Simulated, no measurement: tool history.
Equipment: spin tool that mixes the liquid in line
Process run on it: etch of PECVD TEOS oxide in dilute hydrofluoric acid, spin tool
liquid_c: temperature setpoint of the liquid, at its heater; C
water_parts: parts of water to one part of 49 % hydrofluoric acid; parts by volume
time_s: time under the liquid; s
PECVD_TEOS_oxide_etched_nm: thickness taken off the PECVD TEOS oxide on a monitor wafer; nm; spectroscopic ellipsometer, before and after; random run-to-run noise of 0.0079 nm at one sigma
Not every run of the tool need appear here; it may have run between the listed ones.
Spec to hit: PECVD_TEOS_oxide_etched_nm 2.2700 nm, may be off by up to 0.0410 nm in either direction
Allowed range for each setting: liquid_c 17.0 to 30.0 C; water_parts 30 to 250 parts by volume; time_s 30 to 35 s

run,hour,liquid_c,water_parts,time_s,PECVD_TEOS_oxide_etched_nm
1,0.0,22.0,140,35,3.0290
2,3.1,19.5,140,35,2.7508
3,8.3,19.0,140,35,2.6931
4,15.6,18.5,140,35,2.6567
5,18.2,18.5,180,35,1.9731
6,23.2,19.0,180,35,2.0092
7,28.8,19.5,180,35,2.0606
8,35.4,20.0,180,35,2.0868

Next run, 4 choices. One meets every target within its allowed miss, the rest don't. Which?
A,42.0,19.5,165,35,?
B,42.0,20.0,160,35,?
C,42.0,17.0,140,30,?
D,42.0,23.5,195,35,?

move,PECVD_TEOS_oxide_etched_nm
A,2.2662
B,2.3959
C,2.1214
D,2.1678
A: every result within its allowed miss
B: takes the biggest miss from the last run beyond its target
C: gains on the last run, yet a result remains outside its allowed miss
D: gains on the last run, yet a result remains outside its allowed miss
Go with A: it meets all targets.
